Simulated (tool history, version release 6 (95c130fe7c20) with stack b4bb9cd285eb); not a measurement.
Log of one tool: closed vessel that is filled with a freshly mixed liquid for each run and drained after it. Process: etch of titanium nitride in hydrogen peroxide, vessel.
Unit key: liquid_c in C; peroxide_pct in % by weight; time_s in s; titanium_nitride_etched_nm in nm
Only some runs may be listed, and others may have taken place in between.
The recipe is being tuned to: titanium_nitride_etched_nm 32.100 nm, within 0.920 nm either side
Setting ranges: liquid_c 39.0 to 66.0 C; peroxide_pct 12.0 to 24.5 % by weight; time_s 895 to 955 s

run 1 hour=0.0 | liquid_c=55.0 peroxide_pct=16.5 time_s=895 | titanium_nitride_etched_nm=41.657
run 2 hour=8.6 | liquid_c=55.0 peroxide_pct=16.5 time_s=895 | titanium_nitride_etched_nm=41.776
run 3 hour=11.6 | liquid_c=54.0 peroxide_pct=16.5 time_s=895 | titanium_nitride_etched_nm=38.897
run 4 hour=14.7 | liquid_c=53.5 peroxide_pct=16.5 time_s=895 | titanium_nitride_etched_nm=37.477
run 5 hour=18.5 | liquid_c=53.0 peroxide_pct=16.5 time_s=895 | titanium_nitride_etched_nm=36.325
run 6 hour=27.5 | liquid_c=59.0 peroxide_pct=16.5 time_s=895 | titanium_nitride_etched_nm=55.003
run 7 hour=30.4 | liquid_c=57.0 peroxide_pct=16.5 time_s=895 | titanium_nitride_etched_nm=48.185
run 8 hour=32.9 | liquid_c=55.5 peroxide_pct=16.5 time_s=895 | titanium_nitride_etched_nm=43.344
run 9 hour=37.4 | liquid_c=54.5 peroxide_pct=16.5 time_s=895 | titanium_nitride_etched_nm=40.322
run 10 hour=39.8 | liquid_c=53.5 peroxide_pct=16.5 time_s=895 | titanium_nitride_etched_nm=37.677
run 11 hour=42.5 | liquid_c=53.0 peroxide_pct=16.5 time_s=895 | titanium_nitride_etched_nm=36.018
run 12 hour=47.2 | liquid_c=52.5 peroxide_pct=16.5 time_s=895 | titanium_nitride_etched_nm=35.048
run 13 hour=53.3 | liquid_c=52.5 peroxide_pct=16.5 time_s=895 | titanium_nitride_etched_nm=34.967
run 14 hour=62.2 | liquid_c=52.5 peroxide_pct=16.5 time_s=895 | titanium_nitride_etched_nm=35.067
run 15 hour=65.9 | liquid_c=52.0 peroxide_pct=16.5 time_s=895 | titanium_nitride_etched_nm=33.835

5 next moves are on the table. One of them brings every result within its allowed miss. Which?
run A hour=69.6 | liquid_c=52.0 peroxide_pct=15.5 time_s=935 | titanium_nitride_etched_nm=?
run B hour=69.6 | liquid_c=51.5 peroxide_pct=19.5 time_s=895 | titanium_nitride_etched_nm=?
run C hour=69.6 | liquid_c=51.5 peroxide_pct=17.5 time_s=935 | titanium_nitride_etched_nm=?
run D hour=69.6 | liquid_c=52.5 peroxide_pct=16.5 time_s=895 | titanium_nitride_etched_nm=?
run E hour=69.6 | liquid_c=51.0 peroxide_pct=15.5 time_s=935 | titanium_nitride_etched_nm=?

move=A titanium_nitride_etched_nm=34.804
move=B titanium_nitride_etched_nm=33.751
move=C titanium_nitride_etched_nm=34.456
move=D titanium_nitride_etched_nm=34.982
move=E titanium_nitride_etched_nm=32.400
A: the biggest miss grows against the last run
B: about as far from the targets as the last run
C: the biggest miss grows against the last run
D: the biggest miss grows against the last run
E: in spec on every target
The move that meets every target is E.

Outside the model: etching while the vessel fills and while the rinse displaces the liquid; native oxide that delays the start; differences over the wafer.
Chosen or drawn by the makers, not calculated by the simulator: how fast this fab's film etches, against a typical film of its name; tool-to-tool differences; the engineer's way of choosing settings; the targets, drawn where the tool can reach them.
